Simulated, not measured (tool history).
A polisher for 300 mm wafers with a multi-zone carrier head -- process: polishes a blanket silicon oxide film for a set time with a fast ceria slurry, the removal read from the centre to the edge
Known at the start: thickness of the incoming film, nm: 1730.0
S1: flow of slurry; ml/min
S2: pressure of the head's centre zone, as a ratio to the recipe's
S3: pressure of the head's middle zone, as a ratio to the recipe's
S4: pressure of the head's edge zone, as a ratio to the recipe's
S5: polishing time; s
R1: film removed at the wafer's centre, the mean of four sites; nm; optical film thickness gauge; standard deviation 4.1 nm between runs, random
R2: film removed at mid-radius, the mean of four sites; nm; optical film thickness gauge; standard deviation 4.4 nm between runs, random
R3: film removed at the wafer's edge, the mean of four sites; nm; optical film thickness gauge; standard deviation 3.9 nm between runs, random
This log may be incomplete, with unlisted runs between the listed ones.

run,hour,S1,S2,S3,S4,S5,R1,R2,R3
1,0,235,1,1,1,50,565.11,585.88,538.31
2,1.4,255,1.02,0.99,1.02,50,583.97,580.38,546.75
3,10.3,255,1.02,0.93,1.02,50,579.57,545.58,541.83
4,16.3,270,1.03,0.94,1.03,50,584.08,560.9,555.55
5,23.9,270,1.03,0.91,1.03,50,584.66,545.01,552.89
6,30.7,270,1.03,0.91,0.96,50,583.2,550.44,541.31
7,38,285,1.04,0.92,0.97,50,593.54,553.81,549.48

For run 8, what comes out?
8,44.2,295,1.05,0.93,0.97,50,?,?,?

{"run 8": {"R1": 602.02, "R2": 560.4, "R3": 552.6}}
